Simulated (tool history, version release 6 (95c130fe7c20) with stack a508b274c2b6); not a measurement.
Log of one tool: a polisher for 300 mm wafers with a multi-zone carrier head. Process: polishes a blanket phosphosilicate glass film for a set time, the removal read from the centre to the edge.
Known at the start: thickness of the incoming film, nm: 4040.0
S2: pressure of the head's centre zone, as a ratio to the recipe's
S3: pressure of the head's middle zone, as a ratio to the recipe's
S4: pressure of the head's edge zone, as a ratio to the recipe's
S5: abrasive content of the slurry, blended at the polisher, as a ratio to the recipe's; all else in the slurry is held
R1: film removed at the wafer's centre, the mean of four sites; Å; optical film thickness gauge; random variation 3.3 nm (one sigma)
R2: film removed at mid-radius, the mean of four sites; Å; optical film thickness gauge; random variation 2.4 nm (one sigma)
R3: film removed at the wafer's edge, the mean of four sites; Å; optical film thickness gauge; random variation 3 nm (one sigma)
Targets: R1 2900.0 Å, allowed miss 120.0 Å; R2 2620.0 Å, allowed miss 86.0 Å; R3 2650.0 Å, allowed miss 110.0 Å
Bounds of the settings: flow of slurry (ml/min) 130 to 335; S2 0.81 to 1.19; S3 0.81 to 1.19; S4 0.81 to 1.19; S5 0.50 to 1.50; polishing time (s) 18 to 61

Run 1, hour 0.0: flow of slurry (ml/min) 215, S2 1.00, S3 1.00, S4 1.00, S5 1.00, polishing time (s) 39. Result: R1 3192.1 Å, R2 3051.0 Å, R3 2990.9 Å.
Run 2, hour 4.0: flow of slurry (ml/min) 215, S2 1.00, S3 1.00, S4 0.95, S5 1.00, polishing time (s) 39. Result: R1 3236.5 Å, R2 3070.1 Å, R3 2933.2 Å.
Run 3, hour 4.7: flow of slurry (ml/min) 210, S2 0.99, S3 0.98, S4 0.94, S5 0.95, polishing time (s) 39. Result: R1 3055.8 Å, R2 3004.8 Å, R3 2781.2 Å.
Run 4, hour 12.3: flow of slurry (ml/min) 210, S2 0.95, S3 0.98, S4 0.94, S5 0.95, polishing time (s) 39. Result: R1 2955.4 Å, R2 3003.3 Å, R3 2791.0 Å.
Run 5, hour 21.0: flow of slurry (ml/min) 210, S2 0.95, S3 0.98, S4 0.94, S5 0.95, polishing time (s) 30. Result: R1 2245.2 Å, R2 2305.5 Å, R3 2205.1 Å.
Run 6, hour 29.1: flow of slurry (ml/min) 210, S2 0.95, S3 0.98, S4 0.91, S5 0.95, polishing time (s) 30. Result: R1 2272.6 Å, R2 2271.1 Å, R3 2148.1 Å.
Run 7, hour 31.8: flow of slurry (ml/min) 220, S2 0.98, S3 1.00, S4 0.94, S5 1.00, polishing time (s) 30. Result: R1 2407.7 Å, R2 2406.5 Å, R3 2260.1 Å.
Run 8, hour 36.4: flow of slurry (ml/min) 265, S2 1.08, S3 0.98, S4 1.04, S5 1.10, polishing time (s) 30. Result: R1 2883.9 Å, R2 2523.0 Å, R3 2448.6 Å.
Run 9, hour 43.4: flow of slurry (ml/min) 265, S2 1.08, S3 0.98, S4 1.06, S5 1.10, polishing time (s) 30. Result: R1 2795.1 Å, R2 2493.8 Å, R3 2485.8 Å.
Run 10, hour 47.0: flow of slurry (ml/min) 265, S2 1.08, S3 0.98, S4 1.07, S5 1.10, polishing time (s) 30. Result: R1 2793.6 Å, R2 2563.0 Å, R3 2520.8 Å.
Run 11, hour 51.6: flow of slurry (ml/min) 265, S2 1.09, S3 0.98, S4 1.08, S5 1.10, polishing time (s) 30. Result: R1 2830.2 Å, R2 2524.5 Å, R3 2495.4 Å.
Run 12, hour 57.6: flow of slurry (ml/min) 265, S2 1.09, S3 0.98, S4 1.08, S5 1.10, polishing time (s) 30. Result: R1 2814.1 Å, R2 2502.3 Å, R3 2516.6 Å.
Run 13, hour 60.1: flow of slurry (ml/min) 270, S2 1.09, S3 0.98, S4 1.09, S5 1.10, polishing time (s) 30. Result: R1 2811.1 Å, R2 2504.6 Å, R3 2533.8 Å.
Run 14, hour 66.7: flow of slurry (ml/min) 270, S2 1.09, S3 0.98, S4 1.10, S5 1.10, polishing time (s) 30. Result: R1 2813.4 Å, R2 2554.5 Å, R3 2571.0 Å.
Run 15, hour 70.8: flow of slurry (ml/min) 270, S2 1.09, S3 0.98, S4 1.10, S5 1.10, polishing time (s) 30. Result: R1 2871.2 Å, R2 2528.4 Å, R3 2512.2 Å.
Run 16, hour 72.7: flow of slurry (ml/min) 270, S2 1.08, S3 0.98, S4 1.11, S5 1.10, polishing time (s) 30. Result: R1 2825.5 Å, R2 2527.8 Å, R3 2549.5 Å.
Run 17, hour 77.8: flow of slurry (ml/min) 270, S2 1.08, S3 0.98, S4 1.12, S5 1.10, polishing time (s) 30. Result: R1 2850.2 Å, R2 2494.9 Å, R3 2592.5 Å.

Which of these 5 next moves meets every target?
Run A, hour 82.9: flow of slurry (ml/min) 255, S2 1.16, S3 1.03, S4 1.07, S5 1.05, polishing time (s) 30. Result: R1 ?, R2 ?, R3 ?.
Run B, hour 82.9: flow of slurry (ml/min) 260, S2 0.98, S3 0.81, S4 1.19, S5 1.20, polishing time (s) 31. Result: R1 ?, R2 ?, R3 ?.
Run C, hour 82.9: flow of slurry (ml/min) 280, S2 1.06, S3 0.99, S4 1.11, S5 1.30, polishing time (s) 29. Result: R1 ?, R2 ?, R3 ?.
Run D, hour 82.9: flow of slurry (ml/min) 275, S2 1.16, S3 0.98, S4 1.11, S5 1.25, polishing time (s) 28. Result: R1 ?, R2 ?, R3 ?.
Run E, hour 82.9: flow of slurry (ml/min) 270, S2 1.13, S3 0.91, S4 1.15, S5 1.15, polishing time (s) 29. Result: R1 ?, R2 ?, R3 ?.

move      R1      R2      R3
   A  3020.1  2600.1  2505.9
   B  2789.1  2319.8  2877.3
   C  2927.8  2659.0  2689.4
   D  3035.4  2503.9  2557.1
   E  2964.9  2359.9  2611.4
A: brings the result that was furthest off to its target, and leaves another outside
B: further off than the last run
C: meets every target
D: nearer than the last run, and not there yet
E: further off than the last run
The right move is C.
